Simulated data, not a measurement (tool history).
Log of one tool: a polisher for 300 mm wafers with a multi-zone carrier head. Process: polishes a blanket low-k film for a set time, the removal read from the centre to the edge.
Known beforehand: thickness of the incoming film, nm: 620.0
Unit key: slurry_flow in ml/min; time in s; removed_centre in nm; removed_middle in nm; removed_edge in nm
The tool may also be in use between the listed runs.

run	hour	slurry_flow	centre_zone	middle_zone	edge_zone	slurry_solids	time	removed_centre	removed_middle	removed_edge
1	0	315	1	1	1	1	77	31.186	31.212	31.577
2	1.1	315	1	0.97	1	1	77	31.7	30.252	30.898
3	4	315	1.03	0.97	1	1	77	31.804	30.87	30.915
4	6.7	320	1.04	0.99	1.02	1.05	77	32.546	31.755	31.986
5	11.3	320	1.04	0.95	1.02	1.05	77	32.289	30.802	31.473
6	15.9	320	1.12	0.95	1.02	1.05	77	34.722	31.25	31.958

Estimate the outcome of run 7 from the log above:
7	17.4	320	1.12	0.98	1.04	1.1	77	?	?	?

{"run 7": {"removed_centre": 35.114, "removed_middle": 32.471, "removed_edge": 32.264}}
